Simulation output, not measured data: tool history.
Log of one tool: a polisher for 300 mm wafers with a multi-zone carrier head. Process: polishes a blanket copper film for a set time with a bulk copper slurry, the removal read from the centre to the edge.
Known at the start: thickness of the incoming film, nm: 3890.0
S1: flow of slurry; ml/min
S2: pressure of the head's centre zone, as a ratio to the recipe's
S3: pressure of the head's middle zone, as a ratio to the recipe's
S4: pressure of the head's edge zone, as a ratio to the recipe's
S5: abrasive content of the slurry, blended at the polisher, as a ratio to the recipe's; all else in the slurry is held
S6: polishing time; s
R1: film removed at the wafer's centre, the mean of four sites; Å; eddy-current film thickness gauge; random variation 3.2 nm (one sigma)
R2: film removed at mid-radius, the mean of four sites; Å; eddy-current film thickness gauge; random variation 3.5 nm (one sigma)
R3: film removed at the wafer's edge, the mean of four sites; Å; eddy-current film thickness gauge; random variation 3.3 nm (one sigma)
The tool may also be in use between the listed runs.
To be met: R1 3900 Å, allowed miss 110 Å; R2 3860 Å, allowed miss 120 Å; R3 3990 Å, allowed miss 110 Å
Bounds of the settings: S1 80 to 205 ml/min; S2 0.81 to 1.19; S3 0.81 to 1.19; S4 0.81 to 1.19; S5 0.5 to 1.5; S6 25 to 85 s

run	hour	S1	S2	S3	S4	S5	S6	R1	R2	R3
1	0	135	1	1	1	1	55	3402	3426.9	3431.9
2	5.2	135	1	1	1	0.9	55	3303.8	3296.5	3434
3	11.8	140	1.01	1.01	1.02	0.9	55	3352.2	3395	3419.4
4	20.1	145	1.01	1	1.04	0.95	55	3399	3377.5	3494.1
5	21	150	1.01	1	1.06	1	55	3472.3	3509.1	3591.1
6	27.2	150	1.01	1	1.06	1.1	55	3569.2	3632.4	3650
7	28.9	155	1.01	1	1.07	1.1	55	3585.8	3586.1	3688.1
8	30.9	160	1.01	1	1.08	1.1	55	3577.5	3589.6	3756.2
9	37.9	165	1.02	1.01	1.08	1.1	55	3656.7	3639.1	3755.5

4 next moves are on the table. One of them brings every result within its allowed miss. Which?
A	44.9	200	1.02	1.02	1.12	1.1	56	?	?	?
B	44.9	170	1.02	1.15	1.13	0.85	53	?	?	?
C	44.9	195	0.95	0.9	1.18	0.75	62	?	?	?
D	44.9	205	1.1	1.14	1.05	0.9	54	?	?	?

move	R1	R2	R3
A	3883.2	3930	3976.6
B	3378.7	3797.4	3500.4
C	3669.4	3597.7	4150.8
D	3888.4	4004	3572
A: meets every target
B: further off than the last run
C: as far off as the last run
D: brings the result that was furthest off to its target, and leaves another outside
The right move is A.
